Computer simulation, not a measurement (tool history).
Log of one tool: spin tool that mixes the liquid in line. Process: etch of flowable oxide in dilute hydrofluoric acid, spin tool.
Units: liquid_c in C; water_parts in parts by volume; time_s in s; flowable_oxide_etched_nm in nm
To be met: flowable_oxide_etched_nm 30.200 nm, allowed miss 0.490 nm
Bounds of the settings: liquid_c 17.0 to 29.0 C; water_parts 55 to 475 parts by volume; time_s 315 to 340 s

run	hour	liquid_c	water_parts	time_s	flowable_oxide_etched_nm
1	0.0	21.0	265	315	45.438
2	8.8	24.0	265	315	50.787
3	16.9	22.0	280	315	44.220
4	20.2	22.0	280	340	47.733
5	26.8	18.5	280	340	41.877
6	32.4	18.0	295	340	38.666
7	40.2	17.5	310	340	35.682
8	48.6	17.5	320	340	33.972
9	55.3	17.5	325	340	33.286
10	58.8	17.5	330	340	32.752

Which of these 5 next moves meets every target?
A	62.3	17.5	360	335	?
B	62.3	17.0	325	315	?
C	62.3	17.0	355	340	?
D	62.3	17.0	360	340	?
E	62.3	17.0	315	315	?

move	flowable_oxide_etched_nm
A	28.660
B	30.149
C	29.077
D	28.559
E	31.363
A: takes the result that was furthest off past its target
B: meets every target
C: takes the result that was furthest off past its target
D: takes the result that was furthest off past its target
E: nearer than the last run, and not there yet
Move B is the one to make.
